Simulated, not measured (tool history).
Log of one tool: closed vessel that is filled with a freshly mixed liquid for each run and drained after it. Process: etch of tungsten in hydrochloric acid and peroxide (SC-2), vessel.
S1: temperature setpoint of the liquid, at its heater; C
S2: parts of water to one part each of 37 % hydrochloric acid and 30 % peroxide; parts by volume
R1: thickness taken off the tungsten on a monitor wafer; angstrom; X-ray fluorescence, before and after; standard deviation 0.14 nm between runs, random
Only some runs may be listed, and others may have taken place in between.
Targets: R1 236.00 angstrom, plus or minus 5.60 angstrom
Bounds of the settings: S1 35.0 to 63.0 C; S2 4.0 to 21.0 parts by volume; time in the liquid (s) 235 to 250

{"run": 1, "hour": 0.0, "S1": 47.0, "S2": 11.5, "time in the liquid (s)": 235, "R1": 315.2}
{"run": 2, "hour": 8.7, "S1": 46.5, "S2": 11.5, "time in the liquid (s)": 235, "R1": 301.57}
{"run": 3, "hour": 13.5, "S1": 46.5, "S2": 8.5, "time in the liquid (s)": 235, "R1": 389.16}
{"run": 4, "hour": 17.6, "S1": 45.5, "S2": 8.5, "time in the liquid (s)": 235, "R1": 363.22}
{"run": 5, "hour": 24.2, "S1": 45.5, "S2": 5.5, "time in the liquid (s)": 235, "R1": 512.33}
{"run": 6, "hour": 32.9, "S1": 45.5, "S2": 5.5, "time in the liquid (s)": 250, "R1": 539.93}
{"run": 7, "hour": 37.1, "S1": 44.5, "S2": 5.5, "time in the liquid (s)": 250, "R1": 508.32}
{"hour": 44.9, "done": "thermometer replaced"}
{"run": 8, "hour": 44.9, "S1": 43.5, "S2": 5.5, "time in the liquid (s)": 250, "R1": 406.32}
{"run": 9, "hour": 53.8, "S1": 36.5, "S2": 5.5, "time in the liquid (s)": 250, "R1": 247.77}

Which one of the following 4 next-run settings gets every result inside its allowed miss? There is exactly one.
{"run": "A", "hour": 62.7, "S1": 42.5, "S2": 9.0, "time in the liquid (s)": 250, "R1": "?"}
{"run": "B", "hour": 62.7, "S1": 38.0, "S2": 6.5, "time in the liquid (s)": 240, "R1": "?"}
{"run": "C", "hour": 62.7, "S1": 37.5, "S2": 5.5, "time in the liquid (s)": 235, "R1": "?"}
{"run": "D", "hour": 62.7, "S1": 37.5, "S2": 6.5, "time in the liquid (s)": 235, "R1": "?"}

move=A R1=260.84
move=B R1=235.55
move=C R1=252.14
move=D R1=222.48
A: further off than the last run
B: meets every target
C: further off than the last run
D: takes the result that was furthest off past its target
So the answer is move B, the one that meets all the targets.
